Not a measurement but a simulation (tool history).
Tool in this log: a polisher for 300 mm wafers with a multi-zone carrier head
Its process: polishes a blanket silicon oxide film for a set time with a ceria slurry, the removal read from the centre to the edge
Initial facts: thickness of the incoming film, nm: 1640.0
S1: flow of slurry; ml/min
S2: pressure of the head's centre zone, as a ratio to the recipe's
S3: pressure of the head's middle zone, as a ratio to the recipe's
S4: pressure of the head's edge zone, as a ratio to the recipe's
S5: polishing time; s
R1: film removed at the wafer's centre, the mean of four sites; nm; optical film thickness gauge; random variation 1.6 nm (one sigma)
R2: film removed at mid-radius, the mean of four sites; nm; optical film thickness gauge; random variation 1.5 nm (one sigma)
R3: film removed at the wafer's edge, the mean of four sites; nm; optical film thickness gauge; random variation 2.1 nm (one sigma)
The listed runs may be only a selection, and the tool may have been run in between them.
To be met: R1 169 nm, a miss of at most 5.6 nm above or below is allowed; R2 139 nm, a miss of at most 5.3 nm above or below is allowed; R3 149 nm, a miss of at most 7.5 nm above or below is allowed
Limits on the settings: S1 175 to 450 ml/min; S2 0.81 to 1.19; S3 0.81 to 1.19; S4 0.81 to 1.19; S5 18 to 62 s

run	hour	S1	S2	S3	S4	S5	R1	R2	R3
1	0	290	1	1	1	40	143.66	140.82	135.61
2	2	290	1	0.93	1	40	141.48	132.97	136.03
3	4.4	295	1.02	0.93	1.01	40	147.97	131.93	139.76
4	7.7	295	0.96	0.93	1.01	40	138.59	133.36	141.14
5	9.4	305	0.99	0.93	1.02	40	143.88	134.29	143.78
6	12.8	320	1.01	0.93	1.02	40	144.42	132.69	141.88
7	16.7	320	1.03	0.93	1.03	40	148.09	131.11	141.44
8	20.8	320	1.04	0.94	1.04	40	148.95	136.11	142.43
9	26.1	320	1.06	0.93	1.05	40	153.19	133.41	145.39
10	29.3	320	1.07	0.93	1.05	40	154.41	133.4	142.7
11	30.5	320	1.07	0.93	1.05	40	155.75	135.7	137.94
12	39.4	330	1.08	0.92	1.06	40	156.92	132.2	140.36
13	42	330	1.09	0.92	1.07	40	158.27	133.85	145.05
14	45.7	330	1.1	0.92	1.08	40	158.2	134.93	147.68
15	48.4	330	1.11	0.92	1.08	40	160.23	130.51	148.69
16	51.9	335	1.12	0.93	1.08	40	160.05	132.78	147

Exercise: of the 4 proposed moves below, exactly one satisfies all targets within the stated allowed misses. Which move is it?
A	55.4	325	1.18	0.92	1.04	39	?	?	?
B	55.4	315	1.13	0.94	1.07	42	?	?	?
C	55.4	275	1.17	0.85	1.16	40	?	?	?
D	55.4	180	1.04	1.01	0.95	43	?	?	?

move	R1	R2	R3
A	164.68	126.69	138.36
B	169.34	138.59	150.79
C	164.8	119.99	148.5
D	150.09	142.77	139.7
A: the furthest-off result lands on target, but another misses its tolerance
B: in spec on every target
C: the furthest-off result lands on target, but another misses its tolerance
D: misses by more than the last run did
B is the move that brings every result within its allowed miss.
